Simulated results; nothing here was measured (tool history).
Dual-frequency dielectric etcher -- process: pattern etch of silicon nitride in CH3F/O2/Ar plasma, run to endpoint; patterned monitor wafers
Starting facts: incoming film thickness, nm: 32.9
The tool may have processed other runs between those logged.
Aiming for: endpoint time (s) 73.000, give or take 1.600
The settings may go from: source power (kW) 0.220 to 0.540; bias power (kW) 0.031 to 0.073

run  hour  source power (kW)  bias power (kW)  endpoint time (s)
  1   0.0              0.380            0.052             57.749
  2   7.5              0.380            0.047             57.735
  3  13.5              0.380            0.052             56.773
  4  20.7              0.380            0.058             55.181
  5  29.2              0.380            0.063             54.941
  6  33.4              0.380            0.054             56.795
  7  38.5              0.330            0.047             62.650
  8  45.8              0.300            0.046             66.822
  9  49.7              0.280            0.046             69.630

Which single option among these 5 for the next run brings every result within its allowed miss of target? Just one does.
  A  53.6              0.290            0.046                  ?
  B  53.6              0.240            0.044                  ?
  C  53.6              0.290            0.054                  ?
  D  53.6              0.260            0.045                  ?
  E  53.6              0.230            0.045                  ?

move  endpoint time (s)
   A             68.085
   B             77.175
   C             65.676
   D             73.023
   E             78.966
A: misses by more than the last run did
B: takes the result that was furthest off past its target
C: misses by more than the last run did
D: all results in spec
E: takes the result that was furthest off past its target
The right move is D.
